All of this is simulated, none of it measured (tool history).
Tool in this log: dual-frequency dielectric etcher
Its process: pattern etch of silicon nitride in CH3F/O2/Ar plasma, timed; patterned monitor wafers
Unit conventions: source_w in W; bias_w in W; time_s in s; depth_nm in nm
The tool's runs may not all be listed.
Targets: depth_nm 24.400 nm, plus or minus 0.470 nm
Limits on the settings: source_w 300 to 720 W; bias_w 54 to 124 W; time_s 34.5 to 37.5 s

run,day,source_w,bias_w,time_s,depth_nm
1,0.000,510,89,37.5,31.246
2,0.217,470,84,37.0,29.284
3,0.383,440,81,37.0,28.249
4,0.688,440,81,34.5,26.375
5,0.729,510,81,34.5,27.651
6,1.058,510,88,34.5,28.516
7,1.325,470,85,34.5,27.415
8,1.550,440,84,34.5,26.704
9,1.796,420,83,34.5,26.138
10,1.958,420,83,34.5,26.318
11,2.321,400,82,34.5,25.747
12,2.667,390,82,34.5,25.587
13,2.867,380,82,34.5,25.240
14,2.967,370,82,34.5,25.120

Below are 4 possible settings for the next run. Only one of them brings all results inside the allowed miss of their targets. Which is it?
A,3.067,390,74,35.5,?
B,3.067,360,76,37.0,?
C,3.067,300,91,34.5,?
D,3.067,400,79,34.5,?

move,depth_nm
A,25.118
B,25.819
C,24.581
D,25.278
A: no nearer and no further than the last run
B: misses by more than the last run did
C: all results land within tolerance of their targets
D: misses by more than the last run did
Move C is the one to make.
